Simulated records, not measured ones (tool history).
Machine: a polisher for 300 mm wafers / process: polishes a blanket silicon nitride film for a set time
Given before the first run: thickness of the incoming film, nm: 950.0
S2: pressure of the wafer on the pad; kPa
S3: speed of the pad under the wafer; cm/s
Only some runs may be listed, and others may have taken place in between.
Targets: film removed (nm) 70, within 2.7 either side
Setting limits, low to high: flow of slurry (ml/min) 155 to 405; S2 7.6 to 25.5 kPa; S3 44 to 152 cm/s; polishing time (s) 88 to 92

{"run": 1, "hour": 0.0, "flow of slurry (ml/min)": 260, "S2": 16.5, "S3": 98, "polishing time (s)": 88, "film removed (nm)": 97.468}
{"run": 2, "hour": 0.6, "flow of slurry (ml/min)": 260, "S2": 14.5, "S3": 98, "polishing time (s)": 88, "film removed (nm)": 86.142}
{"run": 3, "hour": 5.8, "flow of slurry (ml/min)": 225, "S2": 14.5, "S3": 98, "polishing time (s)": 88, "film removed (nm)": 83.901}
{"run": 4, "hour": 10.0, "flow of slurry (ml/min)": 225, "S2": 14.5, "S3": 122, "polishing time (s)": 88, "film removed (nm)": 98.7}
{"run": 5, "hour": 17.8, "flow of slurry (ml/min)": 225, "S2": 12.4, "S3": 122, "polishing time (s)": 88, "film removed (nm)": 87.432}
{"run": 6, "hour": 22.4, "flow of slurry (ml/min)": 225, "S2": 12.4, "S3": 146, "polishing time (s)": 88, "film removed (nm)": 98.77}
{"run": 7, "hour": 25.2, "flow of slurry (ml/min)": 225, "S2": 11, "S3": 142, "polishing time (s)": 88, "film removed (nm)": 88.997}
{"run": 8, "hour": 31.3, "flow of slurry (ml/min)": 225, "S2": 9.7, "S3": 140, "polishing time (s)": 88, "film removed (nm)": 76.005}

Exercise: of the 4 proposed moves below, exactly one satisfies all targets within the stated allowed misses. Which move is it?
{"run": "A", "hour": 37.4, "flow of slurry (ml/min)": 245, "S2": 9.7, "S3": 150, "polishing time (s)": 90, "film removed (nm)": "?"}
{"run": "B", "hour": 37.4, "flow of slurry (ml/min)": 280, "S2": 9, "S3": 144, "polishing time (s)": 92, "film removed (nm)": "?"}
{"run": "C", "hour": 37.4, "flow of slurry (ml/min)": 245, "S2": 7.6, "S3": 152, "polishing time (s)": 91, "film removed (nm)": "?"}
{"run": "D", "hour": 37.4, "flow of slurry (ml/min)": 240, "S2": 9.7, "S3": 152, "polishing time (s)": 90, "film removed (nm)": "?"}

move=A film_removed_(nm)=83.939
move=B film_removed_(nm)=78.864
move=C film_removed_(nm)=69.036
move=D film_removed_(nm)=84.62
A: the biggest miss grows against the last run
B: the biggest miss grows against the last run
C: all results in spec
D: the biggest miss grows against the last run
C is the move that brings every result within its allowed miss.
